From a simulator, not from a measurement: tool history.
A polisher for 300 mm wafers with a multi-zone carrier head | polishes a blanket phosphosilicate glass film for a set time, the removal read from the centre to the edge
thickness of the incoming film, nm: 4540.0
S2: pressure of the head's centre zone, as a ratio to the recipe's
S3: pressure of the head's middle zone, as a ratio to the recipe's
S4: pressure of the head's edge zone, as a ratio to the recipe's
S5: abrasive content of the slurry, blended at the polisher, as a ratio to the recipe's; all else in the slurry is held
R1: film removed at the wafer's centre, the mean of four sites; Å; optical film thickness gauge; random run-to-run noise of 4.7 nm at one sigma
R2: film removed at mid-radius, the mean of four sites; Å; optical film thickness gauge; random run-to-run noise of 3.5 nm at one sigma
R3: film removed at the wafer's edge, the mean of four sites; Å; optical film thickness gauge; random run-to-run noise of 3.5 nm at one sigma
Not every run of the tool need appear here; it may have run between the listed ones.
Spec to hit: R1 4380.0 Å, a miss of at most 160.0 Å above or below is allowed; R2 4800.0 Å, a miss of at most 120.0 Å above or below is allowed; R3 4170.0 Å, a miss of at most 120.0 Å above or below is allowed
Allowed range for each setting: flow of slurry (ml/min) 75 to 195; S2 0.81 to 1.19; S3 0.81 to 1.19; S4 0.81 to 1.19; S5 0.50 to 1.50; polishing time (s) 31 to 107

run 1 hour=0.0 | flow_of_slurry_(ml/min)=125 S2=1.00 S3=1.00 S4=1.00 S5=1.00 polishing_time_(s)=69 | R1=3220.1 R2=3150.1 R3=3135.0
run 2 hour=1.8 | flow_of_slurry_(ml/min)=145 S2=1.01 S3=1.06 S4=1.04 S5=1.10 polishing_time_(s)=69 | R1=3491.4 R2=3493.2 R3=3300.4
run 3 hour=4.5 | flow_of_slurry_(ml/min)=150 S2=1.00 S3=1.09 S4=1.06 S5=1.25 polishing_time_(s)=70 | R1=3672.1 R2=3855.7 R3=3649.1
run 4 hour=8.3 | flow_of_slurry_(ml/min)=150 S2=0.95 S3=1.09 S4=1.06 S5=1.25 polishing_time_(s)=70 | R1=3482.4 R2=3820.0 R3=3563.5
run 5 hour=9.1 | flow_of_slurry_(ml/min)=160 S2=0.98 S3=1.12 S4=1.06 S5=1.35 polishing_time_(s)=70 | R1=3688.9 R2=4052.1 R3=3700.1
run 6 hour=14.1 | flow_of_slurry_(ml/min)=160 S2=0.98 S3=1.08 S4=1.06 S5=1.35 polishing_time_(s)=70 | R1=3710.5 R2=3981.7 R3=3729.4
run 7 hour=22.9 | flow_of_slurry_(ml/min)=170 S2=1.00 S3=1.11 S4=1.07 S5=1.40 polishing_time_(s)=71 | R1=3936.6 R2=4219.3 R3=3883.1
run 8 hour=31.4 | flow_of_slurry_(ml/min)=175 S2=1.01 S3=1.13 S4=1.07 S5=1.45 polishing_time_(s)=72 | R1=4181.6 R2=4333.6 R3=3969.5
run 9 hour=38.3 | flow_of_slurry_(ml/min)=180 S2=1.00 S3=1.15 S4=1.07 S5=1.45 polishing_time_(s)=73 | R1=4109.5 R2=4479.5 R3=4003.5
run 10 hour=41.3 | flow_of_slurry_(ml/min)=180 S2=1.01 S3=1.16 S4=1.07 S5=1.45 polishing_time_(s)=74 | R1=4205.1 R2=4574.2 R3=4148.5
run 11 hour=43.9 | flow_of_slurry_(ml/min)=185 S2=1.01 S3=1.17 S4=1.05 S5=1.45 polishing_time_(s)=74 | R1=4249.2 R2=4631.4 R3=4077.0
run 12 hour=49.2 | flow_of_slurry_(ml/min)=185 S2=1.01 S3=1.18 S4=1.05 S5=1.45 polishing_time_(s)=74 | R1=4270.2 R2=4694.1 R3=4051.2
run 13 hour=54.3 | flow_of_slurry_(ml/min)=185 S2=1.01 S3=1.18 S4=1.06 S5=1.45 polishing_time_(s)=74 | R1=4227.5 R2=4634.5 R3=4102.0
-- hour=59.2 worn pad replaced by a new one
run 14 hour=59.2 | flow_of_slurry_(ml/min)=185 S2=1.01 S3=1.18 S4=1.05 S5=1.45 polishing_time_(s)=74 | R1=4677.3 R2=5067.4 R3=4447.0
run 15 hour=62.0 | flow_of_slurry_(ml/min)=170 S2=1.01 S3=1.19 S4=1.04 S5=1.35 polishing_time_(s)=74 | R1=4531.9 R2=4885.3 R3=4339.8
run 16 hour=70.7 | flow_of_slurry_(ml/min)=175 S2=1.01 S3=1.19 S4=1.04 S5=1.35 polishing_time_(s)=74 | R1=4452.5 R2=4944.7 R3=4277.1
run 17 hour=77.1 | flow_of_slurry_(ml/min)=175 S2=1.01 S3=1.18 S4=1.04 S5=1.35 polishing_time_(s)=74 | R1=4536.8 R2=4933.0 R3=4223.1
run 18 hour=83.9 | flow_of_slurry_(ml/min)=175 S2=1.01 S3=1.17 S4=1.04 S5=1.35 polishing_time_(s)=74 | R1=4526.2 R2=4870.9 R3=4312.3

Which one of the following 4 next-run settings gets every result inside its allowed miss? There is exactly one.
run A hour=90.7 | flow_of_slurry_(ml/min)=155 S2=0.99 S3=1.12 S4=1.08 S5=1.50 polishing_time_(s)=76 | R1=? R2=? R3=?
run B hour=90.7 | flow_of_slurry_(ml/min)=185 S2=1.09 S3=1.19 S4=0.98 S5=1.30 polishing_time_(s)=72 | R1=? R2=? R3=?
run C hour=90.7 | flow_of_slurry_(ml/min)=150 S2=1.01 S3=1.18 S4=1.00 S5=1.25 polishing_time_(s)=76 | R1=? R2=? R3=?
run D hour=90.7 | flow_of_slurry_(ml/min)=175 S2=1.07 S3=1.11 S4=0.99 S5=1.40 polishing_time_(s)=77 | R1=? R2=? R3=?

move=A R1=4516.7 R2=4931.9 R3=4597.6
move=B R1=4627.5 R2=4785.4 R3=4044.7
move=C R1=4308.2 R2=4800.9 R3=4155.3
move=D R1=4936.0 R2=4937.0 R3=4435.4
A: lands further from the targets than the last run did
B: the result that was furthest off in the last run now lies on the other side of its target
C: in spec on every target
D: lands further from the targets than the last run did
Correct choice: C, which meets every target
